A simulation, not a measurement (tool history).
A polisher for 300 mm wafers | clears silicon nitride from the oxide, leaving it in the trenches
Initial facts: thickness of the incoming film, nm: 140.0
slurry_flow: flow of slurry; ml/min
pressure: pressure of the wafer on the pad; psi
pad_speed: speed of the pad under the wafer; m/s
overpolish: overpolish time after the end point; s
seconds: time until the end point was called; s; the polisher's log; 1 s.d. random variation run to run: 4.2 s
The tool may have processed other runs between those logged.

{"run": 1, "hour": 0.0, "slurry_flow": 235, "pressure": 3.1, "pad_speed": 0.88, "overpolish": 19, "seconds": 151.74}
{"run": 2, "hour": 3.2, "slurry_flow": 235, "pressure": 2.7, "pad_speed": 0.88, "overpolish": 19, "seconds": 172.38}
{"run": 3, "hour": 6.5, "slurry_flow": 235, "pressure": 2.3, "pad_speed": 0.88, "overpolish": 19, "seconds": 198.76}
{"run": 4, "hour": 15.5, "slurry_flow": 235, "pressure": 2.3, "pad_speed": 0.88, "overpolish": 21, "seconds": 198.61}
{"run": 5, "hour": 17.1, "slurry_flow": 235, "pressure": 2.3, "pad_speed": 0.88, "overpolish": 21, "seconds": 198.03}
{"run": 6, "hour": 19.7, "slurry_flow": 235, "pressure": 2.1, "pad_speed": 0.88, "overpolish": 21, "seconds": 210.01}
{"hour": 20.3, "done": "slurry nozzle cleaned"}
{"run": 7, "hour": 20.3, "slurry_flow": 235, "pressure": 1.9, "pad_speed": 0.88, "overpolish": 21, "seconds": 213.54}
{"run": 8, "hour": 22.9, "slurry_flow": 235, "pressure": 1.8, "pad_speed": 0.86, "overpolish": 21, "seconds": 221}
{"run": 9, "hour": 27.0, "slurry_flow": 235, "pressure": 1.7, "pad_speed": 0.84, "overpolish": 21, "seconds": 239.12}

Run 10 has not been measured yet. What should we expect?
{"run": 10, "hour": 28.3, "slurry_flow": 235, "pressure": 1.6, "pad_speed": 0.84, "overpolish": 21, "seconds": "?"}

seconds: 246.51 s
